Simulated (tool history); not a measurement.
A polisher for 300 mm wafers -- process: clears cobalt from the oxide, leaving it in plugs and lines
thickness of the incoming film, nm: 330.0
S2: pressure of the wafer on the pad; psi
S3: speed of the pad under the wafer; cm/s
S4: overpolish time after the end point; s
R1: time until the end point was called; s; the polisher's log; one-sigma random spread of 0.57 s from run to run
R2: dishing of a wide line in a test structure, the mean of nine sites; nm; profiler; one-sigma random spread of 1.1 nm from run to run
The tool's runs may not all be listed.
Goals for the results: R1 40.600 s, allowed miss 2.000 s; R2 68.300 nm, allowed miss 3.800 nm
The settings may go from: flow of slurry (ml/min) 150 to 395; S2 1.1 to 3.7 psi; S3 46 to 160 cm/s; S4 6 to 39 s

run 1 hour=0.0 | flow_of_slurry_(ml/min)=250 S2=2.4 S3=102 S4=20 | R1=54.613 R2=56.927
run 2 hour=1.2 | flow_of_slurry_(ml/min)=250 S2=2.4 S3=78 S4=20 | R1=65.157 R2=52.570
run 3 hour=4.2 | flow_of_slurry_(ml/min)=295 S2=2.4 S3=78 S4=20 | R1=66.256 R2=51.212
run 4 hour=11.2 | flow_of_slurry_(ml/min)=270 S2=2.4 S3=78 S4=20 | R1=66.428 R2=50.667
run 5 hour=18.6 | flow_of_slurry_(ml/min)=270 S2=2.6 S3=80 S4=21 | R1=62.659 R2=53.923
run 6 hour=19.3 | flow_of_slurry_(ml/min)=270 S2=2.6 S3=80 S4=14 | R1=62.519 R2=43.957
run 7 hour=25.6 | flow_of_slurry_(ml/min)=270 S2=2.7 S3=86 S4=16 | R1=58.367 R2=49.423
run 8 hour=34.4 | flow_of_slurry_(ml/min)=270 S2=2.9 S3=90 S4=17 | R1=53.259 R2=52.450
run 9 hour=41.6 | flow_of_slurry_(ml/min)=270 S2=3.0 S3=94 S4=18 | R1=50.068 R2=56.862
run 10 hour=49.2 | flow_of_slurry_(ml/min)=270 S2=3.1 S3=96 S4=18 | R1=49.188 R2=55.432
run 11 hour=54.7 | flow_of_slurry_(ml/min)=270 S2=3.2 S3=100 S4=19 | R1=45.607 R2=60.208
run 12 hour=59.0 | flow_of_slurry_(ml/min)=270 S2=3.3 S3=100 S4=20 | R1=44.890 R2=59.632
run 13 hour=62.3 | flow_of_slurry_(ml/min)=270 S2=3.3 S3=102 S4=21 | R1=44.406 R2=61.812
run 14 hour=65.6 | flow_of_slurry_(ml/min)=270 S2=3.4 S3=104 S4=22 | R1=43.463 R2=63.245
run 15 hour=68.1 | flow_of_slurry_(ml/min)=270 S2=3.5 S3=104 S4=23 | R1=41.675 R2=62.681
run 16 hour=72.8 | flow_of_slurry_(ml/min)=270 S2=3.5 S3=104 S4=24 | R1=42.649 R2=64.710

Which one of the following 5 next-run settings gets every result inside its allowed miss? There is exactly one.
run A hour=77.5 | flow_of_slurry_(ml/min)=235 S2=3.7 S3=104 S4=19 | R1=? R2=?
run B hour=77.5 | flow_of_slurry_(ml/min)=245 S2=3.1 S3=124 S4=30 | R1=? R2=?
run C hour=77.5 | flow_of_slurry_(ml/min)=250 S2=2.9 S3=130 S4=19 | R1=? R2=?
run D hour=77.5 | flow_of_slurry_(ml/min)=265 S2=3.6 S3=86 S4=21 | R1=? R2=?
run E hour=77.5 | flow_of_slurry_(ml/min)=265 S2=3.7 S3=116 S4=18 | R1=? R2=?

move=A R1=41.307 R2=60.811
move=B R1=40.525 R2=67.159
move=C R1=40.710 R2=61.073
move=D R1=47.911 R2=59.972
move=E R1=37.479 R2=61.550
A: puts the biggest miss on target and leaves a different result outside tolerance
B: hits every target within its allowed miss
C: puts the biggest miss on target and leaves a different result outside tolerance
D: lands further from the targets than the last run did
E: takes the biggest miss from the last run beyond its target
Correct choice: B, which meets every target

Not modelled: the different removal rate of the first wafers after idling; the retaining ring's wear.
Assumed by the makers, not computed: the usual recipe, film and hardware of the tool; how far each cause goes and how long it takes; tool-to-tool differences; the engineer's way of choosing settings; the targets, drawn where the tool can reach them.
